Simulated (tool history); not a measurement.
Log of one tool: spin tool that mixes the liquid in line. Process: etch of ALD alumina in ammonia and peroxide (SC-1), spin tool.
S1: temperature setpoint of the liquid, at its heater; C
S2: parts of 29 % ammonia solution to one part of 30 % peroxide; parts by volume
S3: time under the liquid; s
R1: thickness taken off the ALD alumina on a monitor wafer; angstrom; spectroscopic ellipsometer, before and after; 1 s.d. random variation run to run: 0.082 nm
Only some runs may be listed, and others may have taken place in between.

run,hour,S1,S2,S3,R1
1,0,51,0.95,190,103.42
2,2.6,52,0.95,190,109.56
3,6.7,52,0.95,205,118.18
4,11.1,52,1.15,205,120.04
5,14.4,52,1.15,190,111.01
6,19.7,52.5,1.15,190,114.6

Estimate the outcome of run 7 from the log above:
7,26.1,53,1.15,190,?

For run 7 the tool returned R1 117.7 angstrom.
